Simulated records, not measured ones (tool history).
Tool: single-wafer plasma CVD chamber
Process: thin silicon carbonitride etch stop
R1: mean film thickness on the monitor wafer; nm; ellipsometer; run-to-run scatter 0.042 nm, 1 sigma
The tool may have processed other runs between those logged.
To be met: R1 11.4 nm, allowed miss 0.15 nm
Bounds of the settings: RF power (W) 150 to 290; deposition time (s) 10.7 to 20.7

Run 1, hour 0: RF power (W) 220, deposition time (s) 15.7. Result: R1 9.3602 nm.
Run 2, hour 2: RF power (W) 235, deposition time (s) 16.1. Result: R1 9.806 nm.
Run 3, hour 10.3: RF power (W) 215, deposition time (s) 16.1. Result: R1 9.5027 nm.
Run 4, hour 13: RF power (W) 230, deposition time (s) 16.4. Result: R1 9.7985 nm.
Run 5, hour 18.8: RF power (W) 240, deposition time (s) 16.8. Result: R1 10.198 nm.
Run 6, hour 23.9: RF power (W) 250, deposition time (s) 17.1. Result: R1 10.482 nm.
Run 7, hour 28.7: RF power (W) 285, deposition time (s) 18.1. Result: R1 11.565 nm.
Run 8, hour 31.1: RF power (W) 285, deposition time (s) 18.1. Result: R1 11.6 nm.

Below are 4 possible settings for the next run. Only one of them brings all results inside the allowed miss of their targets. Which is it?
Run A, hour 33.5: RF power (W) 265, deposition time (s) 18.8. Result: R1 ?.
Run B, hour 33.5: RF power (W) 285, deposition time (s) 17.8. Result: R1 ?.
Run C, hour 33.5: RF power (W) 290, deposition time (s) 18.1. Result: R1 ?.
Run D, hour 33.5: RF power (W) 290, deposition time (s) 18.4. Result: R1 ?.

move      R1
   A  11.765
   B  11.376
   C  11.627
   D  11.819
A: lands further from the targets than the last run did
B: each result inside its tolerance
C: lands further from the targets than the last run did
D: lands further from the targets than the last run did
Move B is the one to make.
